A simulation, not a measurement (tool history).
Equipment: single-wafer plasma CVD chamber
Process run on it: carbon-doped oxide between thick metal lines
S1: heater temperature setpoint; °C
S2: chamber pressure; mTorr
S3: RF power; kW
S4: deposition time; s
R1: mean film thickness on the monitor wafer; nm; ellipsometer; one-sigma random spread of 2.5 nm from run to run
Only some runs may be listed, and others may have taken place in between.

{"run": 1, "hour": 0.0, "S1": 345, "S2": 6130, "S3": 0.48, "S4": 205, "R1": 989.67}
{"run": 2, "hour": 5.7, "S1": 345, "S2": 5120, "S3": 0.48, "S4": 205, "R1": 968.6}
{"run": 3, "hour": 6.8, "S1": 335, "S2": 5120, "S3": 0.48, "S4": 205, "R1": 1001.6}
{"run": 4, "hour": 7.5, "S1": 336, "S2": 5000, "S3": 0.465, "S4": 204, "R1": 961.43}
{"run": 5, "hour": 9.0, "S1": 337, "S2": 4880, "S3": 0.45, "S4": 204, "R1": 927.07}
{"run": 6, "hour": 13.0, "S1": 338, "S2": 4750, "S3": 0.44, "S4": 204, "R1": 906.87}
{"run": 7, "hour": 20.6, "S1": 339, "S2": 4630, "S3": 0.43, "S4": 204, "R1": 870.78}
{"run": 8, "hour": 25.8, "S1": 341, "S2": 4520, "S3": 0.425, "S4": 204, "R1": 854.85}
{"run": 9, "hour": 31.6, "S1": 352, "S2": 3680, "S3": 0.36, "S4": 202, "R1": 681.48}
{"run": 10, "hour": 33.9, "S1": 351, "S2": 3750, "S3": 0.36, "S4": 202, "R1": 693.75}
{"run": 11, "hour": 41.1, "S1": 350, "S2": 3810, "S3": 0.36, "S4": 202, "R1": 692.37}
{"run": 12, "hour": 41.9, "S1": 349, "S2": 3880, "S3": 0.36, "S4": 202, "R1": 694}
{"run": 13, "hour": 48.9, "S1": 348, "S2": 3960, "S3": 0.36, "S4": 202, "R1": 694.45}
{"run": 14, "hour": 56.8, "S1": 347, "S2": 4030, "S3": 0.36, "S4": 202, "R1": 701.9}
{"run": 15, "hour": 63.5, "S1": 346, "S2": 4100, "S3": 0.36, "S4": 202, "R1": 707.69}
{"run": 16, "hour": 68.4, "S1": 339, "S2": 4770, "S3": 0.39, "S4": 203, "R1": 800.73}
{"run": 17, "hour": 72.5, "S1": 340, "S2": 4720, "S3": 0.39, "S4": 203, "R1": 798.61}
{"run": 18, "hour": 74.7, "S1": 341, "S2": 4670, "S3": 0.39, "S4": 203, "R1": 795.51}
{"run": 19, "hour": 79.7, "S1": 342, "S2": 4630, "S3": 0.39, "S4": 203, "R1": 792.42}
{"run": 20, "hour": 87.1, "S1": 347, "S2": 4130, "S3": 0.365, "S4": 202, "R1": 715.13}
{"run": 21, "hour": 92.6, "S1": 346, "S2": 4180, "S3": 0.365, "S4": 202, "R1": 718.49}
{"run": 22, "hour": 98.0, "S1": 345, "S2": 4220, "S3": 0.365, "S4": 202, "R1": 717.17}
{"run": 23, "hour": 106.8, "S1": 344, "S2": 4270, "S3": 0.365, "S4": 202, "R1": 724.5}
{"run": 24, "hour": 112.1, "S1": 343, "S2": 4310, "S3": 0.365, "S4": 202, "R1": 728.54}
{"run": 25, "hour": 113.0, "S1": 343, "S2": 4350, "S3": 0.365, "S4": 202, "R1": 731.31}
{"run": 26, "hour": 118.8, "S1": 343, "S2": 4380, "S3": 0.365, "S4": 202, "R1": 725.03}
{"run": 27, "hour": 122.8, "S1": 343, "S2": 4420, "S3": 0.365, "S4": 202, "R1": 730.91}

Expected results for the next run?
{"run": 28, "hour": 127.1, "S1": 343, "S2": 4450, "S3": 0.365, "S4": 202, "R1": "?"}

{"run 28": {"R1": 730.06}}
